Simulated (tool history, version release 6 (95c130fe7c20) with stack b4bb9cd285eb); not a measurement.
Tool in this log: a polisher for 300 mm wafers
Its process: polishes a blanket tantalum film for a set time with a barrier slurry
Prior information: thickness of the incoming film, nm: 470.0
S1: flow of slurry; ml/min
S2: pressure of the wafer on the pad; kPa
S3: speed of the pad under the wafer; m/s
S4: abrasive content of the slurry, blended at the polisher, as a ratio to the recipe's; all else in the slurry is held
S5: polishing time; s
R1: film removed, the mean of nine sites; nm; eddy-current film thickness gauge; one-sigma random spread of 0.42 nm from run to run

| run | hour | S1 | S2 | S3 | S4 | S5 | R1 |
|---|---|---|---|---|---|---|---|
| 1 | 0.0 | 205 | 9.0 | 1.18 | 1.0 | 53 | 69.719 |
| 2 | 6.0 | 205 | 7.6 | 1.18 | 1.0 | 53 | 59.137 |
| 3 | 13.1 | 205 | 6.9 | 1.18 | 1.0 | 53 | 54.851 |
| 4 | 17.2 | 205 | 6.9 | 1.38 | 1.0 | 53 | 60.301 |
| 5 | 24.1 | 205 | 6.2 | 1.34 | 1.0 | 53 | 53.610 |
| 6 | 33.0 | 205 | 5.5 | 1.34 | 1.0 | 53 | 47.928 |
| 7 | 35.5 | 200 | 4.1 | 1.34 | 1.0 | 53 | 36.155 |

Run 8, settings as shown, results not yet in. Your forecast:
| 8 | 37.6 | 215 | 4.1 | 1.34 | 1.0 | 53 | ? |

Run 8 yielded R1 35.935 nm.
